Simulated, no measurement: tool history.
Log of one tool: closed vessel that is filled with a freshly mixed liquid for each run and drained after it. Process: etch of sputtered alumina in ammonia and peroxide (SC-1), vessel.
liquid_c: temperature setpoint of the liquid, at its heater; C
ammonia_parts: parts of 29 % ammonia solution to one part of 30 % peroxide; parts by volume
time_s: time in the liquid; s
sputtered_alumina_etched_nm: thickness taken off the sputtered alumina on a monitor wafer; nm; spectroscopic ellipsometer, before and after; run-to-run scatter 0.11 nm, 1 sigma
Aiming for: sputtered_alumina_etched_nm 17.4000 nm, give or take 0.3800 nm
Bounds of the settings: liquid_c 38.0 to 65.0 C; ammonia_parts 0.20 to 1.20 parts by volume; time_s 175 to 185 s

run 1 hour=0.0 | liquid_c=49.0 ammonia_parts=0.70 time_s=175 | sputtered_alumina_etched_nm=8.8796
run 2 hour=6.4 | liquid_c=49.0 ammonia_parts=0.90 time_s=175 | sputtered_alumina_etched_nm=9.1512
run 3 hour=13.7 | liquid_c=52.0 ammonia_parts=0.90 time_s=175 | sputtered_alumina_etched_nm=10.6630
run 4 hour=16.6 | liquid_c=52.0 ammonia_parts=0.70 time_s=175 | sputtered_alumina_etched_nm=10.5170
run 5 hour=24.2 | liquid_c=54.5 ammonia_parts=0.70 time_s=175 | sputtered_alumina_etched_nm=11.8670
run 6 hour=33.3 | liquid_c=57.5 ammonia_parts=0.70 time_s=175 | sputtered_alumina_etched_nm=13.9160
run 7 hour=41.6 | liquid_c=58.5 ammonia_parts=0.70 time_s=175 | sputtered_alumina_etched_nm=14.7190
run 8 hour=46.6 | liquid_c=59.5 ammonia_parts=0.70 time_s=175 | sputtered_alumina_etched_nm=15.5480
run 9 hour=51.8 | liquid_c=60.0 ammonia_parts=0.70 time_s=175 | sputtered_alumina_etched_nm=15.8170
run 10 hour=55.4 | liquid_c=60.5 ammonia_parts=0.70 time_s=175 | sputtered_alumina_etched_nm=16.4960

Below are 5 possible settings for the next run. Only one of them brings all results inside the allowed miss of their targets. Which is it?
run A hour=59.0 | liquid_c=62.5 ammonia_parts=0.75 time_s=175 | sputtered_alumina_etched_nm=?
run B hour=59.0 | liquid_c=59.5 ammonia_parts=0.65 time_s=175 | sputtered_alumina_etched_nm=?
run C hour=59.0 | liquid_c=63.5 ammonia_parts=0.40 time_s=180 | sputtered_alumina_etched_nm=?
run D hour=59.0 | liquid_c=61.5 ammonia_parts=0.85 time_s=180 | sputtered_alumina_etched_nm=?
run E hour=59.0 | liquid_c=61.5 ammonia_parts=0.55 time_s=180 | sputtered_alumina_etched_nm=?

move=A sputtered_alumina_etched_nm=18.1740
move=B sputtered_alumina_etched_nm=15.3860
move=C sputtered_alumina_etched_nm=18.5240
move=D sputtered_alumina_etched_nm=17.9810
move=E sputtered_alumina_etched_nm=17.2570
A: takes the result that was furthest off past its target
B: further off than the last run
C: takes the result that was furthest off past its target
D: takes the result that was furthest off past its target
E: all results land within tolerance of their targets
Go with E: it meets all targets.
